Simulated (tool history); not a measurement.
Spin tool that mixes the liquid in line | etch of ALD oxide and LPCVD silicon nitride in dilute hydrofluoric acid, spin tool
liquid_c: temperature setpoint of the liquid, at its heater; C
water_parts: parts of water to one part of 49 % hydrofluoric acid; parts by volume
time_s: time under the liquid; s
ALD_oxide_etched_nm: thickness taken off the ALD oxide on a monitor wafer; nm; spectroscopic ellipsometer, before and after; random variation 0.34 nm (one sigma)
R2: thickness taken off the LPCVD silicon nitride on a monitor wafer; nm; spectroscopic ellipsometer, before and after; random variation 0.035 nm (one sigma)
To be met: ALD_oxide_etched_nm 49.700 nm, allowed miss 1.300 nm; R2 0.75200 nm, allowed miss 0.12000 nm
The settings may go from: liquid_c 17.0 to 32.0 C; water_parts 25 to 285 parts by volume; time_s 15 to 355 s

run 1 day=0.000 | liquid_c=24.0 water_parts=155 time_s=180 | ALD_oxide_etched_nm=29.653 R2=0.52841
run 2 day=0.288 | liquid_c=24.5 water_parts=145 time_s=180 | ALD_oxide_etched_nm=32.355 R2=0.56483
run 3 day=0.550 | liquid_c=24.5 water_parts=125 time_s=180 | ALD_oxide_etched_nm=39.033 R2=0.62920
run 4 day=0.908 | liquid_c=22.5 water_parts=125 time_s=180 | ALD_oxide_etched_nm=36.150 R2=0.60455
run 5 day=1.088 | liquid_c=22.5 water_parts=125 time_s=220 | ALD_oxide_etched_nm=43.518 R2=0.68863
run 6 day=1.458 | liquid_c=23.0 water_parts=125 time_s=220 | ALD_oxide_etched_nm=44.682 R2=0.70449
run 7 day=1.600 | liquid_c=23.5 water_parts=125 time_s=220 | ALD_oxide_etched_nm=45.541 R2=0.70383
run 8 day=1.821 | liquid_c=24.0 water_parts=125 time_s=220 | ALD_oxide_etched_nm=46.360 R2=0.77253
run 9 day=1.962 | liquid_c=24.0 water_parts=120 time_s=215 | ALD_oxide_etched_nm=47.436 R2=0.82987

Which of these 4 next moves meets every target?
run A day=2.104 | liquid_c=30.5 water_parts=135 time_s=205 | ALD_oxide_etched_nm=? R2=?
run B day=2.104 | liquid_c=31.5 water_parts=135 time_s=175 | ALD_oxide_etched_nm=? R2=?
run C day=2.104 | liquid_c=21.5 water_parts=110 time_s=225 | ALD_oxide_etched_nm=? R2=?
run D day=2.104 | liquid_c=31.0 water_parts=125 time_s=180 | ALD_oxide_etched_nm=? R2=?

move=A ALD_oxide_etched_nm=50.157 R2=1.05590
move=B ALD_oxide_etched_nm=44.388 R2=0.95817
move=C ALD_oxide_etched_nm=49.406 R2=0.79754
move=D ALD_oxide_etched_nm=49.103 R2=1.03370
A: brings the result that was furthest off to its target, and leaves another outside
B: further off than the last run
C: meets every target
D: brings the result that was furthest off to its target, and leaves another outside
Move C is the one to make.
